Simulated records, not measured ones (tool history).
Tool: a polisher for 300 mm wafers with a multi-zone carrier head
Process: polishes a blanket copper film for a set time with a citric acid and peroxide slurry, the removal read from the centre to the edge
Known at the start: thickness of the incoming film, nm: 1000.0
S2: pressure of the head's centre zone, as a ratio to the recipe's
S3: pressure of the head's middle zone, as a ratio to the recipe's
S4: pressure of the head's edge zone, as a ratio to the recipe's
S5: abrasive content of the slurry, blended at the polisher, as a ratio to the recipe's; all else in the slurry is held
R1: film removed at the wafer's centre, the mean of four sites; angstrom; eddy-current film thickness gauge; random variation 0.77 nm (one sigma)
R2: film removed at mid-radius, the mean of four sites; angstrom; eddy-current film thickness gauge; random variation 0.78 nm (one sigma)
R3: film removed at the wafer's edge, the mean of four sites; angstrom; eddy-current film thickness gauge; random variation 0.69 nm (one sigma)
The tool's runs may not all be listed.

run 1 hour=0.0 | flow_of_slurry_(ml/min)=160 S2=1.00 S3=1.00 S4=1.00 S5=1.00 polishing_time_(s)=34 | R1=671.07 R2=656.56 R3=639.60
run 2 hour=7.3 | flow_of_slurry_(ml/min)=155 S2=1.00 S3=0.99 S4=0.98 S5=0.90 polishing_time_(s)=34 | R1=659.07 R2=641.08 R3=646.26
run 3 hour=13.5 | flow_of_slurry_(ml/min)=155 S2=1.00 S3=0.99 S4=0.98 S5=0.90 polishing_time_(s)=43 | R1=846.91 R2=798.28 R3=793.19
run 4 hour=17.4 | flow_of_slurry_(ml/min)=155 S2=1.01 S3=0.99 S4=0.97 S5=0.85 polishing_time_(s)=39 | R1=761.17 R2=722.61 R3=724.30
run 5 hour=21.8 | flow_of_slurry_(ml/min)=155 S2=1.01 S3=0.99 S4=1.04 S5=0.85 polishing_time_(s)=39 | R1=745.53 R2=727.79 R3=747.65
run 6 hour=24.5 | flow_of_slurry_(ml/min)=155 S2=1.01 S3=0.99 S4=1.01 S5=0.85 polishing_time_(s)=36 | R1=703.48 R2=662.53 R3=683.03
run 7 hour=27.5 | flow_of_slurry_(ml/min)=155 S2=1.01 S3=0.99 S4=1.01 S5=0.85 polishing_time_(s)=36 | R1=684.41 R2=662.47 R3=685.36
run 8 hour=30.8 | flow_of_slurry_(ml/min)=155 S2=1.01 S3=0.99 S4=0.98 S5=0.85 polishing_time_(s)=34 | R1=646.17 R2=627.61 R3=629.25
-- hour=31.3 worn pad replaced by a new one
run 9 hour=31.3 | flow_of_slurry_(ml/min)=155 S2=1.01 S3=0.98 S4=0.95 S5=0.80 polishing_time_(s)=33 | R1=682.77 R2=639.78 R3=644.24
run 10 hour=32.1 | flow_of_slurry_(ml/min)=150 S2=1.02 S3=0.99 S4=0.95 S5=0.85 polishing_time_(s)=32 | R1=656.01 R2=617.11 R3=613.95
run 11 hour=40.2 | flow_of_slurry_(ml/min)=150 S2=1.02 S3=0.99 S4=0.94 S5=0.85 polishing_time_(s)=31 | R1=634.66 R2=615.27 R3=593.86
run 12 hour=45.8 | flow_of_slurry_(ml/min)=150 S2=1.02 S3=0.98 S4=0.94 S5=0.85 polishing_time_(s)=30 | R1=627.15 R2=578.94 R3=592.04

Forecast run 13:
run 13 hour=51.9 | flow_of_slurry_(ml/min)=150 S2=1.02 S3=0.99 S4=0.94 S5=0.85 polishing_time_(s)=29 | R1=? R2=? R3=?

Run 13 gave R1 602.45 angstrom, R2 568.38 angstrom, R3 577.29 angstrom.

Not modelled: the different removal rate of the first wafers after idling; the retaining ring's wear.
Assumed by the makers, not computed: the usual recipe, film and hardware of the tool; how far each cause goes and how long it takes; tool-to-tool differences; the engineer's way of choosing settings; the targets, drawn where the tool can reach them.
